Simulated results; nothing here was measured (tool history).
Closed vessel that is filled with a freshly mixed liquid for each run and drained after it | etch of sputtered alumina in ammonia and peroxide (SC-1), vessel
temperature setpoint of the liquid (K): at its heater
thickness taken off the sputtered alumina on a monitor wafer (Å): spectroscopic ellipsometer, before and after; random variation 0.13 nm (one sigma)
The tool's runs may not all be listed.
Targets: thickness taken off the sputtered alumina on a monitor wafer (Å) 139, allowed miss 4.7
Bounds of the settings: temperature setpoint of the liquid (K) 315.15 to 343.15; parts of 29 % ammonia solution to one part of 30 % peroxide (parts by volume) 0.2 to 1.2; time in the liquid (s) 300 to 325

run	hour	temperature setpoint of the liquid (K)	parts of 29 % ammonia solution to one part of 30 % peroxide (parts by volume)	time in the liquid (s)	thickness taken off the sputtered alumina on a monitor wafer (Å)
1	0	331.15	0.7	300	238.95
2	2.7	330.15	0.7	300	227.42
3	6.7	330.15	0.5	300	222.01
4	14.7	329.15	0.5	300	206.17
5	18.7	328.15	0.5	300	195.57
6	21	327.65	0.5	300	190.69
7	26.4	327.15	0.5	300	186.13
8	29.7	326.65	0.5	300	179.67
9	37.9	326.15	0.5	300	176.22
10	45.2	325.65	0.5	300	173.66
# hour 52.3: new drum of ammonia solution connected
11	52.3	325.15	0.5	300	169.63

Which of these 4 next moves meets every target?
A	59.4	319.15	0.55	315	?
B	59.4	330.65	0.65	300	?
C	59.4	327.65	0.45	325	?
D	59.4	321.15	0.7	300	?

move	thickness taken off the sputtered alumina on a monitor wafer (Å)
A	127.84
B	231.09
C	206.39
D	139.39
A: takes the result that was furthest off past its target
B: further off than the last run
C: further off than the last run
D: meets every target
Move D is the one to make.
